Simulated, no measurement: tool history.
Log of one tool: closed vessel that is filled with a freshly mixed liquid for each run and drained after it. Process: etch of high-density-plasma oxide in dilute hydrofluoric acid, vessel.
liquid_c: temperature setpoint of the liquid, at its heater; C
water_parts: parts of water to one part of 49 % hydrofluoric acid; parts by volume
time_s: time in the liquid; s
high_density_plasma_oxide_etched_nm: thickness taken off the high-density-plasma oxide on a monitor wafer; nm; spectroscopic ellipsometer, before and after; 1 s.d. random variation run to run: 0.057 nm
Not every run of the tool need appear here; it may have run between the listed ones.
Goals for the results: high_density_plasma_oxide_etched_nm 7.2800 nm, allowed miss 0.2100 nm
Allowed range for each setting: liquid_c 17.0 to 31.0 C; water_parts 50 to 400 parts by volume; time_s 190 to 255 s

run  hour  liquid_c  water_parts  time_s  high_density_plasma_oxide_etched_nm
  1   0.0      23.0          225     255                               4.3990
  2   2.3      25.0          215     255                               5.0472
  3   3.9      25.0          290     255                               3.4436
  4  12.0      26.5          265     255                               4.0759
  5  18.7      26.5          325     255                               3.1120
  6  19.3      26.5          390     255                               2.4483
  7  23.8      27.5          335     255                               3.0662
  8  32.7      28.5          290     255                               3.8560
  9  36.3      29.0          260     255                               4.4745
 10  38.9      31.0          170     255                               8.3590
 11  43.6      30.5          170     255                               8.0459
 12  49.5      30.0          170     255                               7.8492
 13  52.9      29.5          170     255                               7.8007
 14  58.3      29.0          170     255                               7.7728
 15  59.1      29.0          170     255                               7.7302

Pick the move, out of 5, that brings all results within their allowed miss; only one does.
  A  59.9      29.0          160     255                                    ?
  B  59.9      29.5          170     255                                    ?
  C  59.9      30.5          160     255                                    ?
  D  59.9      27.5          170     255                                    ?
  E  59.9      29.0          125     195                                    ?

move  high_density_plasma_oxide_etched_nm
   A                               8.2905
   B                               7.8441
   C                               8.7472
   D                               7.2999
   E                               8.4913
A: misses by more than the last run did
B: misses by more than the last run did
C: misses by more than the last run did
D: all results land within tolerance of their targets
E: misses by more than the last run did
The right move is D.
